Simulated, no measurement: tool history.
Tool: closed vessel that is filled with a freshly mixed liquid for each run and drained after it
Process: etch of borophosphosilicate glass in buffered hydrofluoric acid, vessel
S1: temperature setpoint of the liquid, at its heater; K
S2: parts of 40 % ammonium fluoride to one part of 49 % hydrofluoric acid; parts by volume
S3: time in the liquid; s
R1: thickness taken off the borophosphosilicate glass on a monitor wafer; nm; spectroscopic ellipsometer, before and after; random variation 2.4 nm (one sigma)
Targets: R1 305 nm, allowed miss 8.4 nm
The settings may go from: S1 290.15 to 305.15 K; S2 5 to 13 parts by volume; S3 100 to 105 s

{"run": 1, "hour": 0.0, "S1": 297.15, "S2": 8, "S3": 100, "R1": 422.16}
{"run": 2, "hour": 5.7, "S1": 297.15, "S2": 8, "S3": 105, "R1": 447.8}
{"run": 3, "hour": 6.6, "S1": 295.15, "S2": 8, "S3": 105, "R1": 396.72}
{"run": 4, "hour": 12.0, "S1": 295.15, "S2": 8, "S3": 100, "R1": 381.04}
{"run": 5, "hour": 12.9, "S1": 295.15, "S2": 8, "S3": 105, "R1": 403.44}
{"run": 6, "hour": 19.9, "S1": 295.15, "S2": 8, "S3": 105, "R1": 394.91}
{"run": 7, "hour": 24.0, "S1": 291.15, "S2": 8, "S3": 105, "R1": 318.69}
{"run": 8, "hour": 25.9, "S1": 291.15, "S2": 8, "S3": 105, "R1": 318.69}
{"run": 9, "hour": 33.7, "S1": 291.15, "S2": 8, "S3": 105, "R1": 321.58}

5 next moves are on the table. One of them brings every result within its allowed miss. Which?
{"run": "A", "hour": 41.5, "S1": 291.65, "S2": 9, "S3": 100, "R1": "?"}
{"run": "B", "hour": 41.5, "S1": 291.15, "S2": 7.5, "S3": 105, "R1": "?"}
{"run": "C", "hour": 41.5, "S1": 291.15, "S2": 8, "S3": 100, "R1": "?"}
{"run": "D", "hour": 41.5, "S1": 294.65, "S2": 11.5, "S3": 105, "R1": "?"}
{"run": "E", "hour": 41.5, "S1": 293.65, "S2": 10, "S3": 100, "R1": "?"}

move=A R1=277.11
move=B R1=345.69
move=C R1=306.73
move=D R1=279.55
move=E R1=289.19
A: takes the result that was furthest off past its target
B: further off than the last run
C: meets every target
D: takes the result that was furthest off past its target
E: takes the result that was furthest off past its target
The right move is C.
